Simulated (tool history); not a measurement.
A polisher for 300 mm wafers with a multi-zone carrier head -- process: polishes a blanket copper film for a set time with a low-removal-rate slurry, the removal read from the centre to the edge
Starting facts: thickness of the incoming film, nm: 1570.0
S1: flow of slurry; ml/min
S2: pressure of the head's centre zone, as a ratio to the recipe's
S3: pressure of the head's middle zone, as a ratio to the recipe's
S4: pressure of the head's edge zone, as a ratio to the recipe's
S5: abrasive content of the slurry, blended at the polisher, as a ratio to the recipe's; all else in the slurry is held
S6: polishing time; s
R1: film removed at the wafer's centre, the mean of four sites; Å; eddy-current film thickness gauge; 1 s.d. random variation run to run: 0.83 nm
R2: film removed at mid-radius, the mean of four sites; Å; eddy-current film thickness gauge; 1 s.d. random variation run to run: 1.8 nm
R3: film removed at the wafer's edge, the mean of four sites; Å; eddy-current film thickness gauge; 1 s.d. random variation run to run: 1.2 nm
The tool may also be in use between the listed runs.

run,hour,S1,S2,S3,S4,S5,S6,R1,R2,R3
1,0,305,1,1,1,1,36,1092.8,1114.5,1084.5
2,7.4,305,1,1,0.92,1,36,1084.2,1116.1,1055.7
3,7.9,305,1.06,1,0.92,1,36,1159.5,1116.9,1051.5
4,11.9,270,1.06,1,0.92,1,36,1147.7,1099.7,1026.8
5,15.3,270,1.06,1,0.92,1.15,36,1172.1,1164,1063.3
6,17.8,280,1.05,1,0.94,1.15,36,1188.6,1128.4,1084.2
7,21.3,285,1.04,1.01,0.95,1.15,36,1169.8,1165.1,1096.6

What does the tool deliver on the next run?
8,30,295,1.03,1.01,0.96,1.15,36,?,?,?

For run 8 the tool returned R1 1161 Å, R2 1176.9 Å, R3 1094.9 Å.
